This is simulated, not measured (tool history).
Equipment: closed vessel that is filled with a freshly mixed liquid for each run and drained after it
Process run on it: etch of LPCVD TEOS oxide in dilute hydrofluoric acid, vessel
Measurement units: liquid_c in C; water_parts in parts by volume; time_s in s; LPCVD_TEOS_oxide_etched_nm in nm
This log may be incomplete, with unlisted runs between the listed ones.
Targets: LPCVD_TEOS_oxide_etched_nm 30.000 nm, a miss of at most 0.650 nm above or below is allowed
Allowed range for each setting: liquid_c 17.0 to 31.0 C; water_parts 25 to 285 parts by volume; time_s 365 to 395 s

| run | hour | liquid_c | water_parts | time_s | LPCVD_TEOS_oxide_etched_nm |
|---|---|---|---|---|---|
| 1 | 0.0 | 23.0 | 155 | 365 | 42.335 |
| 2 | 5.7 | 21.5 | 160 | 365 | 38.478 |
| 3 | 7.2 | 21.5 | 160 | 365 | 38.577 |
| 4 | 11.7 | 20.0 | 160 | 365 | 36.473 |
| 5 | 14.3 | 20.0 | 160 | 395 | 39.458 |
| 6 | 21.6 | 17.5 | 160 | 395 | 35.635 |
| 7 | 27.8 | 17.5 | 165 | 395 | 34.501 |
| 8 | 31.3 | 17.5 | 170 | 395 | 33.288 |
| 9 | 39.1 | 17.5 | 175 | 395 | 32.140 |

Which one of the following 4 next-run settings gets every result inside its allowed miss? There is exactly one.
| A | 46.9 | 17.0 | 170 | 365 | ? |
| B | 46.9 | 17.5 | 180 | 395 | ? |
| C | 46.9 | 17.0 | 160 | 365 | ? |
| D | 46.9 | 18.5 | 185 | 390 | ? |

| move | LPCVD_TEOS_oxide_etched_nm |
|---|---|
| A | 29.944 |
| B | 30.934 |
| C | 32.120 |
| D | 30.778 |
A: all results land within tolerance of their targets
B: closes in on the targets versus the last run, not all within tolerance yet
C: as far off as the last run
D: closes in on the targets versus the last run, not all within tolerance yet
Go with A: it meets all targets.
